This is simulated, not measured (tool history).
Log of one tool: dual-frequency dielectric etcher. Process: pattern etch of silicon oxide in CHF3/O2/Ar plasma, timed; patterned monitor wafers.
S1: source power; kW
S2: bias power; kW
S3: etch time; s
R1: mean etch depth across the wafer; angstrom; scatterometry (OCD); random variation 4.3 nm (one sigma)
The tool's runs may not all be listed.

run,day,S1,S2,S3,R1
1,0.000,0.520,0.193,755.5,16841
2,0.308,0.490,0.184,755.5,16292
3,0.517,0.490,0.167,755.5,15811
4,0.558,0.460,0.161,755.5,15312
5,0.912,0.440,0.156,755.5,14874
6,1.121,0.420,0.153,755.5,14587

The next listed run, before its measurement:
7,1.458,0.320,0.132,755.5,?

Run 7 gave R1 12585 angstrom.
